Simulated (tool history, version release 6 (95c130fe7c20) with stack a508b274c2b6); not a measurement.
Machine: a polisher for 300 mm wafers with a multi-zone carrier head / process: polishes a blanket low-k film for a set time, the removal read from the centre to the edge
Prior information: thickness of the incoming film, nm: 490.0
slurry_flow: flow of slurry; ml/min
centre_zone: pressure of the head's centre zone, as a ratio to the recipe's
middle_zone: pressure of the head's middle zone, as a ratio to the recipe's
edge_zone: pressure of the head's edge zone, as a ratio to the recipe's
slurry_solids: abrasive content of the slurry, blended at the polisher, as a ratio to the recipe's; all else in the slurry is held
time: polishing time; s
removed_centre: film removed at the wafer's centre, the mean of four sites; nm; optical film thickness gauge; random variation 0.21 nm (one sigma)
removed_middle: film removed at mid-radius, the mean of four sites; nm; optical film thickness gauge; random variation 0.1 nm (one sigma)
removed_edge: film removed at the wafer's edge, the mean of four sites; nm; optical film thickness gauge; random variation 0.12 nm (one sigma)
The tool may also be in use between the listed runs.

run	hour	slurry_flow	centre_zone	middle_zone	edge_zone	slurry_solids	time	removed_centre	removed_middle	removed_edge
1	0.0	265	1.00	1.00	1.00	1.00	58	28.747	28.964	27.581
2	4.9	245	0.96	0.94	0.99	0.85	51	21.996	21.544	21.921
3	11.0	290	0.96	0.94	0.99	0.85	51	21.751	22.115	21.815
4	16.6	290	0.96	0.88	0.99	0.85	51	22.033	20.825	22.133
5	22.3	270	0.92	0.86	0.97	0.75	49	18.462	18.134	19.408
6	25.7	270	0.92	0.86	0.97	0.90	49	21.379	20.376	21.813
7	30.2	210	0.91	0.81	0.96	0.65	46	15.246	14.139	15.844
8	34.2	200	0.89	0.81	0.96	0.65	46	15.166	14.224	16.029
9	41.4	190	0.87	0.81	0.95	0.65	46	14.564	13.897	15.845

What will run 10 give?
10	45.1	190	0.87	0.81	0.95	0.65	46	?	?	?

removed_centre: 14.537 nm
removed_middle: 14.053 nm
removed_edge: 16.017 nm
